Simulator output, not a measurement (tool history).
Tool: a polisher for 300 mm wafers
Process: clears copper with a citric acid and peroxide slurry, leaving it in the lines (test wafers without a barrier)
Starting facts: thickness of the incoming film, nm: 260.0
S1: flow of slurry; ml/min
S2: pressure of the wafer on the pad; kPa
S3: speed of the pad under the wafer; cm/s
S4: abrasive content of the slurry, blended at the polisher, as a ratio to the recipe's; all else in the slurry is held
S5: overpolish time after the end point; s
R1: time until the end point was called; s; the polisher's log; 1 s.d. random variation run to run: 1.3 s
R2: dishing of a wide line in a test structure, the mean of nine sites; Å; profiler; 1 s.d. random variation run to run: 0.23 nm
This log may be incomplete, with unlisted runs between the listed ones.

Run 1, hour 0.0: S1 305 ml/min, S2 20.7 kPa, S3 124 cm/s, S4 1.0, S5 25 s. Result: R1 102.83 s, R2 389.11 Å.
Run 2, hour 3.8: S1 350 ml/min, S2 20.7 kPa, S3 124 cm/s, S4 1.0, S5 25 s. Result: R1 100.68 s, R2 391.46 Å.
Run 3, hour 5.0: S1 350 ml/min, S2 20.0 kPa, S3 124 cm/s, S4 1.0, S5 25 s. Result: R1 105.77 s, R2 376.49 Å.
Run 4, hour 14.1: S1 350 ml/min, S2 20.0 kPa, S3 124 cm/s, S4 1.0, S5 29 s. Result: R1 104.53 s, R2 420.64 Å.
Run 5, hour 21.3: S1 395 ml/min, S2 20.0 kPa, S3 124 cm/s, S4 1.0, S5 29 s. Result: R1 104.00 s, R2 432.17 Å.
Run 6, hour 28.4: S1 395 ml/min, S2 19.3 kPa, S3 124 cm/s, S4 1.0, S5 28 s. Result: R1 106.66 s, R2 408.59 Å.
Run 7, hour 37.4: S1 395 ml/min, S2 18.6 kPa, S3 124 cm/s, S4 1.0, S5 27 s. Result: R1 110.43 s, R2 385.25 Å.
Run 8, hour 39.5: S1 395 ml/min, S2 17.9 kPa, S3 124 cm/s, S4 1.0, S5 26 s. Result: R1 116.61 s, R2 358.91 Å.
Run 9, hour 43.9: S1 395 ml/min, S2 17.2 kPa, S3 124 cm/s, S4 1.0, S5 25 s. Result: R1 121.43 s, R2 338.10 Å.
Run 10, hour 51.4: S1 395 ml/min, S2 16.5 kPa, S3 124 cm/s, S4 1.0, S5 24 s. Result: R1 125.37 s, R2 310.14 Å.
Run 11, hour 57.9: S1 395 ml/min, S2 15.9 kPa, S3 124 cm/s, S4 1.0, S5 24 s. Result: R1 131.38 s, R2 302.12 Å.
Run 12, hour 60.2: S1 395 ml/min, S2 15.2 kPa, S3 124 cm/s, S4 1.0, S5 24 s. Result: R1 136.83 s, R2 291.78 Å.
Run 13, hour 68.3: S1 395 ml/min, S2 15.2 kPa, S3 124 cm/s, S4 1.0, S5 24 s. Result: R1 135.07 s, R2 285.99 Å.
Run 14, hour 77.4: S1 390 ml/min, S2 15.2 kPa, S3 124 cm/s, S4 1.0, S5 24 s. Result: R1 134.93 s, R2 285.71 Å.
Run 15, hour 82.3: S1 380 ml/min, S2 11.0 kPa, S3 124 cm/s, S4 1.0, S5 22 s. Result: R1 182.25 s, R2 202.25 Å.
Run 16, hour 88.4: S1 390 ml/min, S2 11.0 kPa, S3 124 cm/s, S4 1.0, S5 22 s. Result: R1 184.79 s, R2 199.66 Å.
Run 17, hour 96.6: S1 395 ml/min, S2 11.0 kPa, S3 124 cm/s, S4 1.0, S5 22 s. Result: R1 184.00 s, R2 202.84 Å.
Run 18, hour 102.6: S1 400 ml/min, S2 11.0 kPa, S3 124 cm/s, S4 1.0, S5 22 s. Result: R1 182.44 s, R2 199.72 Å.
Run 19, hour 105.0: S1 400 ml/min, S2 11.0 kPa, S3 124 cm/s, S4 1.0, S5 22 s. Result: R1 186.61 s, R2 199.30 Å.
Run 20, hour 109.1: S1 405 ml/min, S2 11.0 kPa, S3 124 cm/s, S4 1.0, S5 22 s. Result: R1 183.00 s, R2 202.73 Å.

Forecast run 21:
Run 21, hour 117.6: S1 410 ml/min, S2 11.0 kPa, S3 124 cm/s, S4 1.0, S5 22 s. Result: R1 ?, R2 ?.

{"run 21": {"R1": 185.32, "R2": 199.97}}

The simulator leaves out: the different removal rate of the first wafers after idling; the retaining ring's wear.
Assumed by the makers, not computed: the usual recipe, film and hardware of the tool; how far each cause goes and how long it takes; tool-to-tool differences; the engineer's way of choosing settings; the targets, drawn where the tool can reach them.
